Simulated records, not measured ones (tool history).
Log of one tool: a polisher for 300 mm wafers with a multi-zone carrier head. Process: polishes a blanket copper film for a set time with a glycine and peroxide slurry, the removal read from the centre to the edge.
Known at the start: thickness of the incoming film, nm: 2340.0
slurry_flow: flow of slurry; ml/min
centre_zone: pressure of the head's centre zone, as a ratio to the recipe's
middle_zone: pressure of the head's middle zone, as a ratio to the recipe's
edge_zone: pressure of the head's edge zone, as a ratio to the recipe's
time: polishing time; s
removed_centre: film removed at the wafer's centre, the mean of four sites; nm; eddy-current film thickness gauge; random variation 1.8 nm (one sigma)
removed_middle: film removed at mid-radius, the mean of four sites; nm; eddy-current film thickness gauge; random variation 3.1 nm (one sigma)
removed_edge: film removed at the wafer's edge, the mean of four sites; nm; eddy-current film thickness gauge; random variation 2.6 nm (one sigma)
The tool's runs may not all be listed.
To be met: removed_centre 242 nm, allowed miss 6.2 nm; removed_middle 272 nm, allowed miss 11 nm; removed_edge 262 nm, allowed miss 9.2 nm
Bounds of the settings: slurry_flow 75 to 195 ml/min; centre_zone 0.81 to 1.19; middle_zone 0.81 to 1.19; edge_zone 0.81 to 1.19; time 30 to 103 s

run,hour,slurry_flow,centre_zone,middle_zone,edge_zone,time,removed_centre,removed_middle,removed_edge
1,0,125,1,1,1,66,372.59,401.37,409.74
2,1.6,125,1,1,0.94,66,371.62,395.57,394.42
3,4,125,1,0.94,0.94,66,369.16,379.91,393.98
4,7.3,125,0.99,0.95,0.92,63,348.32,362.45,373.53
5,12.8,125,0.98,0.96,0.9,60,330.76,358.37,351.4
6,16.1,105,0.98,0.96,0.9,60,301.44,323.1,332.26
7,17.3,100,0.98,0.97,0.89,59,289.96,315.97,327.69
8,22,100,0.98,0.97,0.88,57,281.71,308.29,310.71
# hour 29.9: slurry nozzle cleaned
9,29.9,100,0.98,0.97,0.87,56,331.42,343.67,341.85
10,38.4,100,0.97,0.97,0.87,53,313.85,330.09,318.51
11,44,95,0.95,0.96,0.87,51,292.06,314.38,301.99
12,45.5,90,0.93,0.94,0.88,50,277.78,293.4,299.79
13,46.8,90,0.92,0.94,0.88,48,261.99,281.4,280.46
14,52.8,90,0.91,0.94,0.88,48,265.89,287.72,282.64

5 next moves are on the table. One of them brings every result within its allowed miss. Which?
A,58.8,155,1.05,0.92,0.86,41,?,?,?
B,58.8,80,0.83,0.95,1,48,?,?,?
C,58.8,120,0.92,1.02,0.98,40,?,?,?
D,58.8,170,0.88,1.18,0.94,38,?,?,?
E,58.8,105,0.98,0.96,0.81,46,?,?,?

move,removed_centre,removed_middle,removed_edge
A,283.95,277.95,264.83
B,234.83,273.76,291.12
C,241.52,274.22,263
D,244.36,311.18,258.2
E,275.04,291.43,270.25
A: further off than the last run
B: takes the result that was furthest off past its target
C: meets every target
D: brings the result that was furthest off to its target, and leaves another outside
E: further off than the last run
Answer: C
